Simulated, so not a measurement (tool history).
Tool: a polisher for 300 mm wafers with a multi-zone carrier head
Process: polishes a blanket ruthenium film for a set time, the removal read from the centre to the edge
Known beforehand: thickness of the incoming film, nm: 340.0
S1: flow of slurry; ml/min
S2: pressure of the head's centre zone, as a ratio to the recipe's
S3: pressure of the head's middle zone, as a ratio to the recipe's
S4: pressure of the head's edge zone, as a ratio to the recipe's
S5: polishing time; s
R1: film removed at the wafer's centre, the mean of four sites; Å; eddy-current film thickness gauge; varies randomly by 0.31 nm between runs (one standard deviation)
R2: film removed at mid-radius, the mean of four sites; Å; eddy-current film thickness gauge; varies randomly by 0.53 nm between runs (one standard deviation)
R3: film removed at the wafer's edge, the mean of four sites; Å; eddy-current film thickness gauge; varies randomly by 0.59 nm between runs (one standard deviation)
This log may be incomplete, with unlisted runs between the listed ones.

run  hour   S1    S2    S3    S4  S5      R1      R2      R3
  1   0.0  150  1.00  1.00  1.00  72  585.50  579.52  532.51
  2   4.5  150  1.05  1.00  1.00  72  612.80  579.32  531.32
  3   8.8  150  1.05  1.06  1.00  72  610.41  607.02  548.97
  4  13.3  145  1.02  1.04  1.02  70  569.30  590.09  530.44
  5  20.7  140  1.00  1.01  1.04  68  538.39  540.37  524.45
  6  23.2  140  1.00  1.01  1.04  60  477.24  489.32  451.74

Run 7 is up next; what results do you expect?
  7  28.1  135  0.98  0.99  1.05  59   ?   ?   ?

{"run 7": {"R1": 459.23, "R2": 462.74, "R3": 451.52}}
